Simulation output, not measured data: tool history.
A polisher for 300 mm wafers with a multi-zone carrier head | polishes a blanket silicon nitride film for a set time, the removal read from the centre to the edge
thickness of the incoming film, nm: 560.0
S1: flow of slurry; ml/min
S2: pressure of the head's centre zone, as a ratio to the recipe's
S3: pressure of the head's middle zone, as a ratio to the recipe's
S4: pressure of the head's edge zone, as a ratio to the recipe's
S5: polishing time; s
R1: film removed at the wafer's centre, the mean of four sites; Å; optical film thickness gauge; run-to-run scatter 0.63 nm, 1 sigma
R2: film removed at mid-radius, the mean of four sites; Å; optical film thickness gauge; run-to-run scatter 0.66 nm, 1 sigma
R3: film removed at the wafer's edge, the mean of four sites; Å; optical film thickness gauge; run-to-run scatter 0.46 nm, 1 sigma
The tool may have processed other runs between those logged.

{"run": 1, "day": 0.0, "S1": 285, "S2": 1.0, "S3": 1.0, "S4": 1.0, "S5": 31, "R1": 610.52, "R2": 603.53, "R3": 613.21}
{"run": 2, "day": 0.038, "S1": 260, "S2": 1.0, "S3": 1.0, "S4": 1.0, "S5": 31, "R1": 604.79, "R2": 586.68, "R3": 609.63}
{"run": 3, "day": 0.367, "S1": 310, "S2": 1.0, "S3": 1.0, "S4": 1.0, "S5": 31, "R1": 605.65, "R2": 604.26, "R3": 615.53}
{"run": 4, "day": 0.646, "S1": 310, "S2": 1.08, "S3": 1.0, "S4": 1.0, "S5": 31, "R1": 653.23, "R2": 609.01, "R3": 626.57}
{"run": 5, "day": 0.904, "S1": 340, "S2": 1.08, "S3": 1.0, "S4": 1.0, "S5": 31, "R1": 679.04, "R2": 611.66, "R3": 620.07}
{"run": 6, "day": 1.1, "S1": 315, "S2": 1.08, "S3": 1.0, "S4": 1.0, "S5": 31, "R1": 668.69, "R2": 597.62, "R3": 627.78}
{"run": 7, "day": 1.4, "S1": 295, "S2": 1.04, "S3": 0.97, "S4": 1.01, "S5": 30, "R1": 600.12, "R2": 565.72, "R3": 593.81}
{"run": 8, "day": 1.65, "S1": 280, "S2": 1.03, "S3": 0.94, "S4": 1.03, "S5": 30, "R1": 589.47, "R2": 563.21, "R3": 611.87}
{"run": 9, "day": 1.842, "S1": 265, "S2": 1.02, "S3": 0.91, "S4": 1.04, "S5": 29, "R1": 574.31, "R2": 525.84, "R3": 586.45}
{"run": 10, "day": 2.121, "S1": 255, "S2": 1.0, "S3": 0.89, "S4": 1.05, "S5": 29, "R1": 565.57, "R2": 516.68, "R3": 585.09}
{"run": 11, "day": 2.183, "S1": 250, "S2": 0.97, "S3": 0.87, "S4": 1.06, "S5": 29, "R1": 554.56, "R2": 510.23, "R3": 587.07}

Run 12 has not been measured yet. What should we expect?
{"run": 12, "day": 2.508, "S1": 245, "S2": 0.95, "S3": 0.86, "S4": 1.07, "S5": 29, "R1": "?", "R2": "?", "R3": "?"}

R1: 539.93 Å
R2: 482.00 Å
R3: 590.55 Å

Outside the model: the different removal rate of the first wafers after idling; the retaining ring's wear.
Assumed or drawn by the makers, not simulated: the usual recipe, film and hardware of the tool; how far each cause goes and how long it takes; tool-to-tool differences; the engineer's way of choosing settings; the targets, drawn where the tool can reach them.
